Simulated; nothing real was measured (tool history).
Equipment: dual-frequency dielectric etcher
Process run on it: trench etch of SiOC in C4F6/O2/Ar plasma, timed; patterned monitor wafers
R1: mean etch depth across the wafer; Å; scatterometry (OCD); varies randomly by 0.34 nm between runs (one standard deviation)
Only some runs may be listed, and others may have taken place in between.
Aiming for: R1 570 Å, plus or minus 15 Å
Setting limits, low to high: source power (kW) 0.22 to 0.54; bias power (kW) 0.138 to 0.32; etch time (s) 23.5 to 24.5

{"run": 1, "day": 0.0, "source power (kW)": 0.38, "bias power (kW)": 0.229, "etch time (s)": 23.5, "R1": 507.86}
{"run": 2, "day": 0.3, "source power (kW)": 0.38, "bias power (kW)": 0.229, "etch time (s)": 24.5, "R1": 526.59}
{"run": 3, "day": 0.521, "source power (kW)": 0.38, "bias power (kW)": 0.229, "etch time (s)": 24.5, "R1": 521.25}
{"run": 4, "day": 0.55, "source power (kW)": 0.38, "bias power (kW)": 0.188, "etch time (s)": 24.5, "R1": 475.38}
{"run": 5, "day": 0.788, "source power (kW)": 0.35, "bias power (kW)": 0.188, "etch time (s)": 24.5, "R1": 463.73}
{"run": 6, "day": 0.921, "source power (kW)": 0.4, "bias power (kW)": 0.197, "etch time (s)": 24.5, "R1": 494.52}
{"run": 7, "day": 1.1, "source power (kW)": 0.43, "bias power (kW)": 0.205, "etch time (s)": 24.5, "R1": 511.42}
{"run": 8, "day": 1.167, "source power (kW)": 0.43, "bias power (kW)": 0.205, "etch time (s)": 24.5, "R1": 509.67}
{"run": 9, "day": 1.454, "source power (kW)": 0.45, "bias power (kW)": 0.216, "etch time (s)": 24.5, "R1": 537.87}
{"run": 10, "day": 1.662, "source power (kW)": 0.47, "bias power (kW)": 0.219, "etch time (s)": 24.5, "R1": 546.23}

Pick the move, out of 5, that brings all results within their allowed miss; only one does.
{"run": "A", "day": 1.871, "source power (kW)": 0.46, "bias power (kW)": 0.244, "etch time (s)": 24.5, "R1": "?"}
{"run": "B", "day": 1.871, "source power (kW)": 0.51, "bias power (kW)": 0.212, "etch time (s)": 24, "R1": "?"}
{"run": "C", "day": 1.871, "source power (kW)": 0.49, "bias power (kW)": 0.197, "etch time (s)": 24.5, "R1": "?"}
{"run": "D", "day": 1.871, "source power (kW)": 0.49, "bias power (kW)": 0.221, "etch time (s)": 23.5, "R1": "?"}
{"run": "E", "day": 1.871, "source power (kW)": 0.5, "bias power (kW)": 0.207, "etch time (s)": 24.5, "R1": "?"}

move=A R1=573.25
move=B R1=539.71
move=C R1=524.56
move=D R1=533.24
move=E R1=541.18
A: all results land within tolerance of their targets
B: moves away from the targets compared with the last run
C: moves away from the targets compared with the last run
D: moves away from the targets compared with the last run
E: moves away from the targets compared with the last run
Answer: A
